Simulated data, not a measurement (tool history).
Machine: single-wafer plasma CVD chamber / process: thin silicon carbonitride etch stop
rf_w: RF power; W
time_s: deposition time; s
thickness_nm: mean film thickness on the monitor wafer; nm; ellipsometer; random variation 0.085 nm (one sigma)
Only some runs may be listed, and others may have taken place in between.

run  hour  rf_w  time_s  thickness_nm
  1   0.0   235    22.1        13.023
  2   5.0   235    23.5        13.893
  3   9.3   235    21.4        12.541
  4  18.0   245    22.1        13.078
  5  22.0   245    24.8        14.919
  6  27.6   250    24.9        15.056
  7  29.4   255    25.0        15.187
  8  30.3   260    25.1        15.238

Expected results for the next run?
  9  38.4   260    25.3             ?

{"run 9": {"thickness_nm": 15.462}}
